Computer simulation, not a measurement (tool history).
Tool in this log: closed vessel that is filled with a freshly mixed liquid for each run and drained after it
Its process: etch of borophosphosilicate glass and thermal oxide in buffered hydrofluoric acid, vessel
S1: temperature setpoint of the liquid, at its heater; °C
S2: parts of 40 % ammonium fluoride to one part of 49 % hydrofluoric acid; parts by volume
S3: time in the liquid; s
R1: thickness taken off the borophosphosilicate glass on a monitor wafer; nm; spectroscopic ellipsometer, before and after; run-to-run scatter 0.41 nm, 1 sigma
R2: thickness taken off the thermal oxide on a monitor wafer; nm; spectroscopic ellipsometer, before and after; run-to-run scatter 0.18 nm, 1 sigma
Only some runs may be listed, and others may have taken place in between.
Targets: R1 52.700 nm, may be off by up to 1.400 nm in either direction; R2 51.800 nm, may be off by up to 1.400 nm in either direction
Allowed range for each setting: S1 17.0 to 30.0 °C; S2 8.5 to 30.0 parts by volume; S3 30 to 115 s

Run 1, hour 0.0: S1 22.0 °C, S2 23.5 parts by volume, S3 60 s. Result: R1 31.493 nm, R2 31.564 nm.
Run 2, hour 1.8: S1 23.0 °C, S2 23.0 parts by volume, S3 60 s. Result: R1 33.833 nm, R2 33.811 nm.
Run 3, hour 4.7: S1 23.0 °C, S2 17.5 parts by volume, S3 60 s. Result: R1 43.251 nm, R2 42.312 nm.
Run 4, hour 10.7: S1 23.5 °C, S2 17.5 parts by volume, S3 60 s. Result: R1 44.127 nm, R2 43.709 nm.
Run 5, hour 18.9: S1 24.0 °C, S2 17.5 parts by volume, S3 60 s. Result: R1 45.228 nm, R2 44.825 nm.
Run 6, hour 21.6: S1 24.5 °C, S2 17.5 parts by volume, S3 60 s. Result: R1 46.899 nm, R2 46.078 nm.
Run 7, hour 22.5: S1 24.5 °C, S2 17.5 parts by volume, S3 60 s. Result: R1 46.631 nm, R2 45.796 nm.
Run 8, hour 29.4: S1 25.0 °C, S2 17.5 parts by volume, S3 60 s. Result: R1 48.101 nm, R2 47.405 nm.
Run 9, hour 35.7: S1 26.0 °C, S2 17.5 parts by volume, S3 60 s. Result: R1 50.338 nm, R2 49.969 nm.

5 next moves are on the table. One of them brings every result within its allowed miss. Which?
Run A, hour 42.0: S1 28.5 °C, S2 27.5 parts by volume, S3 70 s. Result: R1 ?, R2 ?.
Run B, hour 42.0: S1 30.0 °C, S2 23.5 parts by volume, S3 60 s. Result: R1 ?, R2 ?.
Run C, hour 42.0: S1 24.5 °C, S2 11.5 parts by volume, S3 45 s. Result: R1 ?, R2 ?.
Run D, hour 42.0: S1 21.5 °C, S2 9.5 parts by volume, S3 40 s. Result: R1 ?, R2 ?.
Run E, hour 42.0: S1 27.5 °C, S2 22.0 parts by volume, S3 65 s. Result: R1 ?, R2 ?.

move      R1      R2
   A  47.082  47.232
   B  48.652  48.822
   C  52.510  52.412
   D  47.013  46.767
   E  48.324  48.434
A: further off than the last run
B: further off than the last run
C: in spec on every target
D: further off than the last run
E: further off than the last run
Answer: C
